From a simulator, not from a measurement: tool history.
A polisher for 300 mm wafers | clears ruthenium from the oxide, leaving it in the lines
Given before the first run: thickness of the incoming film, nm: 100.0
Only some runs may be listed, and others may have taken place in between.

run,day,flow of slurry (ml/min),pressure of the wafer on the pad (psi),speed of the pad under the wafer (cm/s),overpolish time after the end point (s),time until the end point was called (s)
1,0,170,1.3,116,5,157.98
2,0.275,170,1.2,114,5,165.15
3,0.342,205,1.2,114,5,164.07
4,0.617,205,1.1,112,5,183.5
5,0.846,205,1.4,112,5,149.34
# day 0.929: worn pad replaced by a new one
6,0.929,205,1.3,110,5,141.17
7,1.217,195,1.2,110,5,157.67

Run 8 is up next; what results do you expect?
8,1.321,195,1.1,112,5,?

time until the end point was called (s): 166.76
